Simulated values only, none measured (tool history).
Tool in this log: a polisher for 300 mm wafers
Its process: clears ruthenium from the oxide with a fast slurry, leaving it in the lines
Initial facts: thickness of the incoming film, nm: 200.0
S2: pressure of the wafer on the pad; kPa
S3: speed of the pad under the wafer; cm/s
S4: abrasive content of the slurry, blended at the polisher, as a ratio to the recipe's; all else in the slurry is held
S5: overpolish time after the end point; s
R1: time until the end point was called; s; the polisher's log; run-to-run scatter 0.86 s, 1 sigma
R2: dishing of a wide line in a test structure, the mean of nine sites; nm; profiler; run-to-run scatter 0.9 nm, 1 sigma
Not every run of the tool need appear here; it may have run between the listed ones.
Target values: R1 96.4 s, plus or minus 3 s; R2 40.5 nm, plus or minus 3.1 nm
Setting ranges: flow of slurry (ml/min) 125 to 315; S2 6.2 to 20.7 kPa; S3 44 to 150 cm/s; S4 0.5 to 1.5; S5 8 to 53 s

run 1 hour=0 | flow_of_slurry_(ml/min)=205 S2=13.1 S3=96 S4=1 S5=27 | R1=76.275 R2=49.621
run 2 hour=8.2 | flow_of_slurry_(ml/min)=200 S2=12.4 S3=96 S4=1 S5=27 | R1=80.057 R2=47.248
run 3 hour=13.3 | flow_of_slurry_(ml/min)=200 S2=12.4 S3=96 S4=1 S5=35 | R1=80.879 R2=56.793
run 4 hour=17.8 | flow_of_slurry_(ml/min)=200 S2=12.4 S3=120 S4=1 S5=35 | R1=65.207 R2=68.17
run 5 hour=20.9 | flow_of_slurry_(ml/min)=200 S2=14.5 S3=120 S4=1 S5=35 | R1=55.179 R2=79.579
run 6 hour=24.6 | flow_of_slurry_(ml/min)=200 S2=14.5 S3=138 S4=1 S5=35 | R1=48.746 R2=84.157
run 7 hour=30.5 | flow_of_slurry_(ml/min)=200 S2=14.5 S3=138 S4=1 S5=35 | R1=48.394 R2=86.07
run 8 hour=35.7 | flow_of_slurry_(ml/min)=190 S2=10.3 S3=132 S4=1 S5=29 | R1=70.892 R2=53.755
run 9 hour=43.2 | flow_of_slurry_(ml/min)=185 S2=9 S3=132 S4=1 S5=29 | R1=81.955 R2=50.055
run 10 hour=46 | flow_of_slurry_(ml/min)=185 S2=9 S3=132 S4=1 S5=29 | R1=82.528 R2=48.641
run 11 hour=51.6 | flow_of_slurry_(ml/min)=180 S2=8.3 S3=132 S4=1 S5=28 | R1=88.323 R2=44.926
run 12 hour=56 | flow_of_slurry_(ml/min)=170 S2=8.3 S3=132 S4=1 S5=28 | R1=87.619 R2=44.135
run 13 hour=59.8 | flow_of_slurry_(ml/min)=165 S2=8.3 S3=132 S4=1 S5=28 | R1=90.156 R2=44.328
run 14 hour=65.9 | flow_of_slurry_(ml/min)=155 S2=8.3 S3=132 S4=1 S5=28 | R1=92.082 R2=41.252
run 15 hour=67.6 | flow_of_slurry_(ml/min)=150 S2=8.3 S3=132 S4=1 S5=28 | R1=90.423 R2=42.106
run 16 hour=75 | flow_of_slurry_(ml/min)=150 S2=8.3 S3=132 S4=1 S5=28 | R1=90.259 R2=43.803
run 17 hour=82.7 | flow_of_slurry_(ml/min)=145 S2=8.3 S3=132 S4=1 S5=28 | R1=91.755 R2=41.504

Which single option among these 5 for the next run brings every result within its allowed miss of target? Just one does.
run A hour=90.4 | flow_of_slurry_(ml/min)=125 S2=8.3 S3=140 S4=0.85 S5=23 | R1=? R2=?
run B hour=90.4 | flow_of_slurry_(ml/min)=155 S2=9 S3=112 S4=0.95 S5=25 | R1=? R2=?
run C hour=90.4 | flow_of_slurry_(ml/min)=125 S2=7.6 S3=142 S4=0.85 S5=31 | R1=? R2=?
run D hour=90.4 | flow_of_slurry_(ml/min)=155 S2=7.6 S3=132 S4=1.05 S5=28 | R1=? R2=?
run E hour=90.4 | flow_of_slurry_(ml/min)=145 S2=7.6 S3=122 S4=1 S5=31 | R1=? R2=?

move=A R1=98.099 R2=33.06
move=B R1=101.78 R2=34.483
move=C R1=105.09 R2=40.612
move=D R1=96.491 R2=40.028
move=E R1=108.14 R2=39.599
A: the worst result of the last run now meets its target, but another is out of spec
B: takes the result that was furthest off past its target
C: takes the result that was furthest off past its target
D: all results in spec
E: takes the result that was furthest off past its target
The move that meets every target is D.

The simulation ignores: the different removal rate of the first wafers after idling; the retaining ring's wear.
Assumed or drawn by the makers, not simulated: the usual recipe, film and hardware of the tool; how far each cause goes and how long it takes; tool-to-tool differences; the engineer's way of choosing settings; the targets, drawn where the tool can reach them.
